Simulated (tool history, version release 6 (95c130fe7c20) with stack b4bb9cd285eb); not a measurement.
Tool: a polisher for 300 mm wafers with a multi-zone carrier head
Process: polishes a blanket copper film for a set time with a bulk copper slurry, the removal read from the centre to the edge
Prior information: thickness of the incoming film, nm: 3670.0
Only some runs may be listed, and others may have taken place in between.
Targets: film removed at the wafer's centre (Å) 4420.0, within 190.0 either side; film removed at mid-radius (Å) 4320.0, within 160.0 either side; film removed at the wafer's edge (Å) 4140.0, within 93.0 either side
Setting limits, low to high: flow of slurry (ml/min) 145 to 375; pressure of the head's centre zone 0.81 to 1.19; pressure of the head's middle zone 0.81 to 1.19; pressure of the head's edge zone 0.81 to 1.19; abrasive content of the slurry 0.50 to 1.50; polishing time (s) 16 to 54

run	hour	flow of slurry (ml/min)	pressure of the head's centre zone	pressure of the head's middle zone	pressure of the head's edge zone	abrasive content of the slurry	polishing time (s)	film removed at the wafer's centre (Å)	film removed at mid-radius (Å)	film removed at the wafer's edge (Å)
1	0.0	240	1.00	1.00	1.00	1.00	35	3114.4	3236.4	3185.8
2	3.8	240	1.00	1.03	1.00	1.00	35	3147.8	3246.3	3212.1
3	5.1	260	1.02	1.07	1.01	1.15	36	3470.6	3555.6	3487.6
4	11.2	275	1.04	1.10	1.01	1.25	37	3750.4	3936.4	3677.3
5	16.4	285	1.07	1.11	1.04	1.30	37	3884.6	3994.6	3752.4
6	22.7	295	1.09	1.12	1.07	1.35	37	4087.6	3958.6	3789.4
7	26.0	300	1.09	1.13	1.08	1.40	37	4077.0	4073.3	3936.0
8	33.9	305	1.10	1.14	1.09	1.45	37	4221.4	4241.8	3955.3
9	39.5	310	1.10	1.14	1.10	1.45	37	4178.1	4127.2	3979.5
10	47.8	315	1.11	1.15	1.11	1.45	37	4255.7	4312.8	4030.0
11	55.9	320	1.12	1.15	1.12	1.45	37	4265.9	4277.5	3992.4
12	63.5	320	1.12	1.15	1.13	1.45	37	4248.5	4275.9	4010.7

Of the 5 settings listed for the next run, only one would bring every result within its allowed miss of target. Which one?
A	71.1	335	1.19	1.19	1.15	1.45	36	?	?	?
B	71.1	345	1.16	1.12	1.13	1.50	36	?	?	?
C	71.1	295	1.00	1.19	1.19	1.40	40	?	?	?
D	71.1	330	1.19	1.00	1.11	1.50	38	?	?	?
E	71.1	300	1.12	1.11	1.09	1.40	39	?	?	?

move	film removed at the wafer's centre (Å)	film removed at mid-radius (Å)	film removed at the wafer's edge (Å)
A	4393.1	4251.9	3991.2
B	4329.4	4117.0	4000.5
C	4005.5	4629.6	4432.5
D	4665.1	3996.9	4177.2
E	4384.0	4298.9	4139.9
A: the biggest miss grows against the last run
B: the biggest miss grows against the last run
C: takes the result that was furthest off past its target
D: puts the biggest miss on target and leaves a different result outside tolerance
E: every result lands within tolerance
Go with E: it meets all targets.
